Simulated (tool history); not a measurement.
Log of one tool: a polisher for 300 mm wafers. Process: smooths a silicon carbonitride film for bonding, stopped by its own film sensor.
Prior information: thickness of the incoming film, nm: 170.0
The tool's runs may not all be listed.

| run | day | flow of slurry (ml/min) | pressure of the wafer on the pad (psi) | speed of the pad under the wafer (cm/s) | abrasive content of the slurry | target thickness at which the film sensor stops the polish (nm) | time until the film sensor stopped the polish (s) |
|---|---|---|---|---|---|---|---|
| 1 | 0.000 | 145 | 2.5 | 112 | 1.0 | 152 | 47.167 |
| 2 | 0.354 | 145 | 2.5 | 122 | 1.0 | 152 | 45.981 |
| 3 | 0.688 | 145 | 2.0 | 122 | 1.0 | 152 | 53.577 |
| 4 | 1.042 | 145 | 2.0 | 122 | 0.9 | 152 | 57.665 |
| 5 | 1.171 | 145 | 1.9 | 122 | 0.9 | 152 | 58.781 |
| 6 | 1.442 | 145 | 1.8 | 122 | 0.9 | 152 | 63.594 |

Predict the results of run 7:
| 7 | 1.488 | 145 | 1.7 | 122 | 0.9 | 152 | ? |

time until the film sensor stopped the polish (s): 64.890
